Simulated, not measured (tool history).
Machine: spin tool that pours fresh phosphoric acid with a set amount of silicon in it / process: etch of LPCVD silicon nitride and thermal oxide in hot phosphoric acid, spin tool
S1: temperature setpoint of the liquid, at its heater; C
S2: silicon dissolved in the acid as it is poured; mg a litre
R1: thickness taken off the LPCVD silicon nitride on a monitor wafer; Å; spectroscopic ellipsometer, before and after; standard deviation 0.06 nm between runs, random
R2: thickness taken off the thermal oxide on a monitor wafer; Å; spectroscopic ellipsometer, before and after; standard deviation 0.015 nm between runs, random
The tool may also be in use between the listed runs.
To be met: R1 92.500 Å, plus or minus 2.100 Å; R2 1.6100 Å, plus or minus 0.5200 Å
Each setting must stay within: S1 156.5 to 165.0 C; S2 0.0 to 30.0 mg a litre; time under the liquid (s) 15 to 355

{"run": 1, "hour": 0.0, "S1": 160.0, "S2": 13.0, "time under the liquid (s)": 180, "R1": 143.15, "R2": 3.8451}
{"run": 2, "hour": 3.9, "S1": 161.0, "S2": 13.0, "time under the liquid (s)": 180, "R1": 148.83, "R2": 4.3397}
{"run": 3, "hour": 12.8, "S1": 160.0, "S2": 15.0, "time under the liquid (s)": 165, "R1": 130.83, "R2": 3.156}
{"run": 4, "hour": 16.1, "S1": 160.0, "S2": 15.0, "time under the liquid (s)": 130, "R1": 103.18, "R2": 2.7578}
{"run": 5, "hour": 17.1, "S1": 160.0, "S2": 12.0, "time under the liquid (s)": 130, "R1": 105.29, "R2": 3.1}
{"hour": 20.1, "done": "dissolved silicon flow meter replaced"}
{"run": 6, "hour": 20.1, "S1": 159.5, "S2": 14.0, "time under the liquid (s)": 130, "R1": 101.07, "R2": 2.3907}
{"run": 7, "hour": 24.1, "S1": 157.5, "S2": 16.5, "time under the liquid (s)": 130, "R1": 95.467, "R2": 2.5928}
{"run": 8, "hour": 29.0, "S1": 157.5, "S2": 19.5, "time under the liquid (s)": 130, "R1": 95.479, "R2": 1.9334}
{"run": 9, "hour": 36.5, "S1": 157.5, "S2": 20.0, "time under the liquid (s)": 130, "R1": 94.91, "R2": 2.0253}
{"run": 10, "hour": 40.4, "S1": 157.5, "S2": 21.0, "time under the liquid (s)": 130, "R1": 96.251, "R2": 1.9436}

Which one of the following 5 next-run settings gets every result inside its allowed miss? There is exactly one.
{"run": "A", "hour": 44.3, "S1": 158.5, "S2": 22.0, "time under the liquid (s)": 115, "R1": "?", "R2": "?"}
{"run": "B", "hour": 44.3, "S1": 158.0, "S2": 24.5, "time under the liquid (s)": 125, "R1": "?", "R2": "?"}
{"run": "C", "hour": 44.3, "S1": 157.5, "S2": 22.5, "time under the liquid (s)": 120, "R1": "?", "R2": "?"}
{"run": "D", "hour": 44.3, "S1": 157.0, "S2": 26.5, "time under the liquid (s)": 135, "R1": "?", "R2": "?"}
{"run": "E", "hour": 44.3, "S1": 157.5, "S2": 0.0, "time under the liquid (s)": 135, "R1": "?", "R2": "?"}

move=A R1=86.876 R2=1.9080
move=B R1=92.845 R2=1.8465
move=C R1=87.632 R2=1.8195
move=D R1=96.923 R2=1.7289
move=E R1=98.586 R2=3.4640
A: the result that was furthest off in the last run now lies on the other side of its target
B: every result within its allowed miss
C: the result that was furthest off in the last run now lies on the other side of its target
D: lands further from the targets than the last run did
E: lands further from the targets than the last run did
The right move is B.
